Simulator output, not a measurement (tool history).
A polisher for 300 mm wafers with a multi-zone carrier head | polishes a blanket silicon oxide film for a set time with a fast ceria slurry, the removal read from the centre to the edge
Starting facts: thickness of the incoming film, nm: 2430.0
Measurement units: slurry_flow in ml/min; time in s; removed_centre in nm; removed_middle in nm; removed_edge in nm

{"run": 1, "hour": 0.0, "slurry_flow": 130, "centre_zone": 1, "middle_zone": 1, "edge_zone": 1, "time": 52, "removed_centre": 770.84, "removed_middle": 802.28, "removed_edge": 789.58}
{"run": 2, "hour": 7.8, "slurry_flow": 130, "centre_zone": 1, "middle_zone": 1, "edge_zone": 1.05, "time": 52, "removed_centre": 779.53, "removed_middle": 805.19, "removed_edge": 798.61}
{"run": 3, "hour": 8.8, "slurry_flow": 130, "centre_zone": 1, "middle_zone": 1, "edge_zone": 1.05, "time": 61, "removed_centre": 919.51, "removed_middle": 934.53, "removed_edge": 949.77}
{"run": 4, "hour": 12.7, "slurry_flow": 130, "centre_zone": 1, "middle_zone": 1, "edge_zone": 1, "time": 61, "removed_centre": 915.22, "removed_middle": 938.21, "removed_edge": 930.46}
{"run": 5, "hour": 19.2, "slurry_flow": 130, "centre_zone": 1.08, "middle_zone": 1, "edge_zone": 1, "time": 61, "removed_centre": 987.64, "removed_middle": 958.57, "removed_edge": 918.72}
{"run": 6, "hour": 21.2, "slurry_flow": 130, "centre_zone": 1.08, "middle_zone": 1, "edge_zone": 1.07, "time": 61, "removed_centre": 993.11, "removed_middle": 931.44, "removed_edge": 964.55}
{"run": 7, "hour": 24.3, "slurry_flow": 100, "centre_zone": 0.98, "middle_zone": 0.9, "edge_zone": 0.97, "time": 47, "removed_centre": 636.74, "removed_middle": 612.15, "removed_edge": 669.04}

Run 8, settings as shown, results not yet in. Your forecast:
{"run": 8, "hour": 25.6, "slurry_flow": 100, "centre_zone": 0.98, "middle_zone": 0.91, "edge_zone": 0.96, "time": 47, "removed_centre": "?", "removed_middle": "?", "removed_edge": "?"}

{"run 8": {"removed_centre": 636.57, "removed_middle": 619.16, "removed_edge": 666.97}}
